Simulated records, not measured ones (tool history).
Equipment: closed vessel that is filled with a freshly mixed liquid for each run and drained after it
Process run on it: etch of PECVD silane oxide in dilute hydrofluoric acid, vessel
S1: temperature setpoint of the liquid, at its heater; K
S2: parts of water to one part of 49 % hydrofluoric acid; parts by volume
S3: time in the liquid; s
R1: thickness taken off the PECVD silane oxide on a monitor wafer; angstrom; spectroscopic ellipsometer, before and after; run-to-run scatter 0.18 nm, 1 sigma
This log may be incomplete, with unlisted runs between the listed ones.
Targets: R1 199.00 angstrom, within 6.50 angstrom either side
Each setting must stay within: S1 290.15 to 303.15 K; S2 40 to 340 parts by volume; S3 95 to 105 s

Run 1, day 0.000: S1 295.15 K, S2 190 parts by volume, S3 95 s. Result: R1 150.48 angstrom.
Run 2, day 0.329: S1 292.65 K, S2 190 parts by volume, S3 95 s. Result: R1 140.47 angstrom.
Run 3, day 0.642: S1 295.15 K, S2 185 parts by volume, S3 95 s. Result: R1 157.54 angstrom.
Run 4, day 0.979: S1 292.15 K, S2 185 parts by volume, S3 95 s. Result: R1 138.85 angstrom.
Run 5, day 1.267: S1 290.15 K, S2 185 parts by volume, S3 95 s. Result: R1 131.03 angstrom.
Run 6, day 1.358: S1 292.65 K, S2 180 parts by volume, S3 95 s. Result: R1 145.83 angstrom.
Run 7, day 1.642: S1 294.65 K, S2 180 parts by volume, S3 95 s. Result: R1 158.21 angstrom.
Run 8, day 1.912: S1 296.15 K, S2 180 parts by volume, S3 95 s. Result: R1 167.15 angstrom.
Run 9, day 2.096: S1 297.15 K, S2 180 parts by volume, S3 95 s. Result: R1 176.30 angstrom.
Run 10, day 2.238: S1 297.65 K, S2 180 parts by volume, S3 95 s. Result: R1 179.79 angstrom.
Run 11, day 2.325: S1 298.15 K, S2 180 parts by volume, S3 95 s. Result: R1 180.40 angstrom.
Run 12, day 2.417: S1 298.65 K, S2 180 parts by volume, S3 95 s. Result: R1 183.49 angstrom.
Run 13, day 2.721: S1 299.15 K, S2 180 parts by volume, S3 95 s. Result: R1 190.26 angstrom.
Run 14, day 3.029: S1 299.65 K, S2 180 parts by volume, S3 95 s. Result: R1 192.57 angstrom.

Exactly one of the 4 candidate moves below puts every result within its allowed miss. Which one?
Run A, day 3.338: S1 300.65 K, S2 180 parts by volume, S3 95 s. Result: R1 ?.
Run B, day 3.338: S1 301.15 K, S2 195 parts by volume, S3 95 s. Result: R1 ?.
Run C, day 3.338: S1 300.15 K, S2 190 parts by volume, S3 95 s. Result: R1 ?.
Run D, day 3.338: S1 300.15 K, S2 200 parts by volume, S3 100 s. Result: R1 ?.

move      R1
   A  195.90
   B  180.84
   C  180.14
   D  178.07
A: hits every target within its allowed miss
B: the biggest miss grows against the last run
C: the biggest miss grows against the last run
D: the biggest miss grows against the last run
A meets every target.
